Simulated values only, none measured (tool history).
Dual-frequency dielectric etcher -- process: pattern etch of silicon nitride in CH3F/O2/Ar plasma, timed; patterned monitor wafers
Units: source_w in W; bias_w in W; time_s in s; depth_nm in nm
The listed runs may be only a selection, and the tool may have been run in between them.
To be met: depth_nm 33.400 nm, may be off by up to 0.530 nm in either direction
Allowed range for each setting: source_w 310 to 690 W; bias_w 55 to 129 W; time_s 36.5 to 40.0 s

Run 1, hour 0.0: source_w 500 W, bias_w 92 W, time_s 40.0 s. Result: depth_nm 31.319 nm.
Run 2, hour 1.0: source_w 500 W, bias_w 79 W, time_s 40.0 s. Result: depth_nm 29.708 nm.
Run 3, hour 3.4: source_w 510 W, bias_w 79 W, time_s 40.0 s. Result: depth_nm 30.020 nm.
Run 4, hour 6.3: source_w 520 W, bias_w 79 W, time_s 40.0 s. Result: depth_nm 30.355 nm.
Run 5, hour 12.4: source_w 560 W, bias_w 79 W, time_s 40.0 s. Result: depth_nm 31.433 nm.
Run 6, hour 18.1: source_w 570 W, bias_w 79 W, time_s 40.0 s. Result: depth_nm 31.743 nm.
Run 7, hour 20.8: source_w 580 W, bias_w 79 W, time_s 40.0 s. Result: depth_nm 31.694 nm.
Run 8, hour 24.9: source_w 590 W, bias_w 79 W, time_s 40.0 s. Result: depth_nm 32.114 nm.
Run 9, hour 31.6: source_w 620 W, bias_w 80 W, time_s 40.0 s. Result: depth_nm 32.597 nm.

Next run, 4 choices. One meets every target within its allowed miss, the rest don't. Which?
Run A, hour 38.3: source_w 690 W, bias_w 91 W, time_s 37.5 s. Result: depth_nm ?.
Run B, hour 38.3: source_w 620 W, bias_w 81 W, time_s 39.0 s. Result: depth_nm ?.
Run C, hour 38.3: source_w 620 W, bias_w 80 W, time_s 39.5 s. Result: depth_nm ?.
Run D, hour 38.3: source_w 570 W, bias_w 92 W, time_s 38.5 s. Result: depth_nm ?.

move  depth_nm
   A    33.408
   B    32.125
   C    32.422
   D    31.783
A: every result within its allowed miss
B: further off than the last run
C: further off than the last run
D: further off than the last run
The right move is A.
